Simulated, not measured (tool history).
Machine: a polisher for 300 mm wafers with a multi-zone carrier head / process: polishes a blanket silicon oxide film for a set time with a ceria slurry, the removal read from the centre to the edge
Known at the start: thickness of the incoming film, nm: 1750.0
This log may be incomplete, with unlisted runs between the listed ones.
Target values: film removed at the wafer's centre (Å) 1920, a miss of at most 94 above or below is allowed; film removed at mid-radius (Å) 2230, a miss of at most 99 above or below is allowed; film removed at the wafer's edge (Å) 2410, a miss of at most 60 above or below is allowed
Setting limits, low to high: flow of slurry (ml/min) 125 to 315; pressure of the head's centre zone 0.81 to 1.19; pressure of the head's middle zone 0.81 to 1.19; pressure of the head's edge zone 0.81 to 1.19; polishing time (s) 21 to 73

run,hour,flow of slurry (ml/min),pressure of the head's centre zone,pressure of the head's middle zone,pressure of the head's edge zone,polishing time (s),film removed at the wafer's centre (Å),film removed at mid-radius (Å),film removed at the wafer's edge (Å)
1,0,205,1,1,1,47,2022.7,1956.2,1990.2
2,4.4,210,0.98,1.01,1.03,48,2049.7,2046.6,2082.9
3,11.8,210,0.98,1.01,0.95,48,2045.9,2021.5,2017.7
4,14.9,215,0.96,1.01,0.98,48,2021.8,1982.1,2069.9
5,22.9,215,0.96,1.01,0.95,48,1984.2,2023.5,2025.8
6,30.3,215,0.96,1.01,0.89,48,2032.4,2030.7,1976.8
7,35.6,215,0.96,1.01,0.89,48,1938.8,1996.2,1977
8,39.1,220,0.94,1.02,0.93,48,1934.4,2009,2031.8
9,45.9,250,0.84,1.1,1.03,51,1934.4,2401.6,2251.3
10,50.9,250,0.84,1.08,1.05,51,1912.2,2342,2264.9
11,58,250,0.84,1.07,1.06,51,1894.2,2304.4,2261.6
12,65.6,250,0.84,1.06,1.07,51,1923,2253.3,2263.7
13,71,250,0.84,1.06,1.09,51,1840.6,2322.5,2296.4
14,75.9,250,0.85,1.05,1.09,51,1908,2240.4,2269.7

Of the 5 settings listed for the next run, only one would bring every result within its allowed miss of target. Which one?
A,80.8,230,0.88,0.93,1.19,57,?,?,?
B,80.8,235,0.84,1.1,1.09,48,?,?,?
C,80.8,250,0.81,1.08,1.09,54,?,?,?
D,80.8,250,0.9,1.08,1.09,49,?,?,?
E,80.8,205,0.81,0.96,1.06,55,?,?,?

move,film removed at the wafer's centre (Å),film removed at mid-radius (Å),film removed at the wafer's edge (Å)
A,2209.1,2255,2608.1
B,1782.8,2195.6,2126
C,1950.1,2451.3,2406.7
D,1968,2223.3,2183.8
E,1924.8,2198.5,2381.3
A: pushes the last run's worst result past its target
B: the biggest miss grows against the last run
C: corrects the largest miss of the last run, while another result sits out of spec
D: the biggest miss grows against the last run
E: in spec on every target
E meets every target.
